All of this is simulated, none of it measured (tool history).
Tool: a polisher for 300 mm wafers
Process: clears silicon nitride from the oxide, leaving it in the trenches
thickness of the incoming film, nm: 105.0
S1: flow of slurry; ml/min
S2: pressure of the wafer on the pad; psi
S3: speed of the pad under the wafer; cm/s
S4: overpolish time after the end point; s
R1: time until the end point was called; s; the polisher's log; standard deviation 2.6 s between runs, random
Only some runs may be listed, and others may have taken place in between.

run  hour   S1   S2   S3  S4      R1
  1   0.0  185  1.8  114  30  147.94
  2   3.8  140  1.8  114  30  161.35
  3   9.9  170  1.8  114  30  153.47
  4  15.2  170  1.8  114  30  153.87
  5  22.4  135  1.8  114  30  163.05
  6  24.4  135  1.9  114  30  153.69
  7  30.1  135  1.8  114  30  163.27

Run 8 has not been measured yet. What should we expect?
  8  35.3  135  1.8  114  30   ?

{"run 8": {"R1": 159.7}}

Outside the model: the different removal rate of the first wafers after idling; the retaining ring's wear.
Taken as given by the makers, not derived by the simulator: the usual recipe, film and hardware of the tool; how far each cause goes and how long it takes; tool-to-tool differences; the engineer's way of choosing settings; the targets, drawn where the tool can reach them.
